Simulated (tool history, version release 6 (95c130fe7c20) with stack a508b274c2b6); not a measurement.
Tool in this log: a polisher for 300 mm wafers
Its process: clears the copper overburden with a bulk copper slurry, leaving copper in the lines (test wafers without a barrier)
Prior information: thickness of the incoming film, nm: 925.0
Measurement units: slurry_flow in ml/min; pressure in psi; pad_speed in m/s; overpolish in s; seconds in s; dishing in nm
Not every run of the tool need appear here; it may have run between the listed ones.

run,hour,slurry_flow,pressure,pad_speed,slurry_solids,overpolish,seconds,dishing
1,0,190,1.8,1.02,1,30,183.42,73.588
2,1.7,190,2,1.02,1,32,163.13,84.538
3,7.8,190,2,1.02,1,22,166.59,64.846
4,15.8,190,2.1,1.02,1,26,155.21,77.228
5,16.8,190,2.2,1.02,1,28,150.17,83.031
6,18.6,190,2.2,0.82,1,28,183.11,72.759
# hour 20.4: worn pad replaced by a new one
7,20.4,190,2.3,0.84,1,30,155.65,86.477
8,23.8,190,2.7,0.84,1,37,135.58,110.1

What will run 9 give?
9,27.2,190,2.7,0.86,1,37,?,?

Run 9 came out at seconds 127.13 s, dishing 112.51 nm.

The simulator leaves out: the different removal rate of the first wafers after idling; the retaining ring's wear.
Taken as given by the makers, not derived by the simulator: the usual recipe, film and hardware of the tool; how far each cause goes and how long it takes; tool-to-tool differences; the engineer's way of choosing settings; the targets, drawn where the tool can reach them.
